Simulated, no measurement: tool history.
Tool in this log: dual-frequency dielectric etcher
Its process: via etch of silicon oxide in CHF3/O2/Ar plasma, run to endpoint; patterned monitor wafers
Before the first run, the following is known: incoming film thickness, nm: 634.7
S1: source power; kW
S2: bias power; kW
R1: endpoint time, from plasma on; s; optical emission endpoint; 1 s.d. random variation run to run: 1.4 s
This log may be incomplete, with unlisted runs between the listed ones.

Run 1, hour 0: S1 0.46 kW, S2 0.236 kW. Result: R1 328.42 s.
Run 2, hour 2.2: S1 0.38 kW, S2 0.236 kW. Result: R1 349.88 s.
Run 3, hour 9.1: S1 0.38 kW, S2 0.194 kW. Result: R1 372.67 s.
Run 4, hour 13.1: S1 0.39 kW, S2 0.194 kW. Result: R1 370.5 s.
Run 5, hour 14.8: S1 0.4 kW, S2 0.194 kW. Result: R1 370.04 s.
At hour 20.1: source power generator calibrated.
Run 6, hour 20.1: S1 0.35 kW, S2 0.194 kW. Result: R1 377.63 s.

Run 7 is up next; what results do you expect?
Run 7, hour 22.4: S1 0.35 kW, S2 0.194 kW. Result: R1 ?.

{"run 7": {"R1": 380.99}}
